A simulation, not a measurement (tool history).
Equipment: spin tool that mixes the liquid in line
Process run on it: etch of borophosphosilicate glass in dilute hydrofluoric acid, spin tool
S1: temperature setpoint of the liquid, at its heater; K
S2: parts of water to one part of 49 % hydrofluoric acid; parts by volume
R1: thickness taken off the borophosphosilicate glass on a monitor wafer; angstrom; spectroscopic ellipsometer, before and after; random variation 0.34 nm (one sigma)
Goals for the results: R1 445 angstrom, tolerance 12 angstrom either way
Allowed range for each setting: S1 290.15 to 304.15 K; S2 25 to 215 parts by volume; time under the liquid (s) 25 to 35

Run 1, hour 0: S1 296.15 K, S2 120 parts by volume, time under the liquid (s) 35. Result: R1 238.8 angstrom.
Run 2, hour 6.1: S1 296.15 K, S2 135 parts by volume, time under the liquid (s) 35. Result: R1 208.58 angstrom.
Run 3, hour 13: S1 294.65 K, S2 135 parts by volume, time under the liquid (s) 35. Result: R1 199.94 angstrom.
Run 4, hour 18.6: S1 295.65 K, S2 130 parts by volume, time under the liquid (s) 35. Result: R1 210.2 angstrom.
Run 5, hour 20.2: S1 296.65 K, S2 125 parts by volume, time under the liquid (s) 35. Result: R1 231.39 angstrom.
Run 6, hour 22.5: S1 296.65 K, S2 125 parts by volume, time under the liquid (s) 25. Result: R1 168.17 angstrom.
Run 7, hour 31.3: S1 296.65 K, S2 115 parts by volume, time under the liquid (s) 25. Result: R1 184.09 angstrom.
Run 8, hour 32.6: S1 297.15 K, S2 105 parts by volume, time under the liquid (s) 25. Result: R1 207.24 angstrom.
Run 9, hour 39.7: S1 297.65 K, S2 95 parts by volume, time under the liquid (s) 25. Result: R1 237.18 angstrom.
Run 10, hour 48: S1 298.15 K, S2 90 parts by volume, time under the liquid (s) 25. Result: R1 258.67 angstrom.
Run 11, hour 51: S1 298.65 K, S2 85 parts by volume, time under the liquid (s) 25. Result: R1 277.64 angstrom.

4 next moves are on the table. One of them brings every result within its allowed miss. Which?
Run A, hour 54: S1 298.65 K, S2 55 parts by volume, time under the liquid (s) 25. Result: R1 ?.
Run B, hour 54: S1 297.15 K, S2 75 parts by volume, time under the liquid (s) 35. Result: R1 ?.
Run C, hour 54: S1 296.65 K, S2 75 parts by volume, time under the liquid (s) 35. Result: R1 ?.
Run D, hour 54: S1 300.65 K, S2 85 parts by volume, time under the liquid (s) 35. Result: R1 ?.

move      R1
   A  445.86
   B  419.58
   C  411.18
   D  419.68
A: meets every target
B: moves toward the targets from the last run without getting all of them in spec
C: moves toward the targets from the last run without getting all of them in spec
D: moves toward the targets from the last run without getting all of them in spec
So the answer is move A, the one that meets all the targets.
